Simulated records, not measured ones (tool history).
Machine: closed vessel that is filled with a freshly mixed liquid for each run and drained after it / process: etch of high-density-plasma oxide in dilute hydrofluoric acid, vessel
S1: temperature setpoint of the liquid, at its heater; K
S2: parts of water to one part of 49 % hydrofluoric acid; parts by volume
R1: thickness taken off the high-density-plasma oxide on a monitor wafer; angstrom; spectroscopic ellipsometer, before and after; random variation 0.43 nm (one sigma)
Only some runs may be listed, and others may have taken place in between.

{"run": 1, "hour": 0.0, "S1": 295.15, "S2": 50, "time in the liquid (s)": 175, "R1": 250.39}
{"run": 2, "hour": 5.8, "S1": 297.15, "S2": 45, "time in the liquid (s)": 175, "R1": 303.4}
{"run": 3, "hour": 7.4, "S1": 298.65, "S2": 40, "time in the liquid (s)": 175, "R1": 369.39}
{"run": 4, "hour": 10.7, "S1": 296.65, "S2": 40, "time in the liquid (s)": 175, "R1": 342.79}
{"run": 5, "hour": 19.6, "S1": 296.65, "S2": 55, "time in the liquid (s)": 175, "R1": 242.18}
{"run": 6, "hour": 25.7, "S1": 296.65, "S2": 55, "time in the liquid (s)": 175, "R1": 243.99}
{"run": 7, "hour": 33.5, "S1": 298.15, "S2": 50, "time in the liquid (s)": 175, "R1": 290.02}
{"run": 8, "hour": 35.6, "S1": 299.15, "S2": 45, "time in the liquid (s)": 175, "R1": 327.97}
{"run": 9, "hour": 36.6, "S1": 300.15, "S2": 40, "time in the liquid (s)": 175, "R1": 391.76}
{"run": 10, "hour": 44.9, "S1": 300.65, "S2": 40, "time in the liquid (s)": 175, "R1": 397.44}
{"run": 11, "hour": 49.6, "S1": 301.15, "S2": 40, "time in the liquid (s)": 175, "R1": 409.71}

Run 12 comes next. What will it give?
{"run": 12, "hour": 52.5, "S1": 301.65, "S2": 40, "time in the liquid (s)": 175, "R1": "?"}

R1: 419.47 angstrom
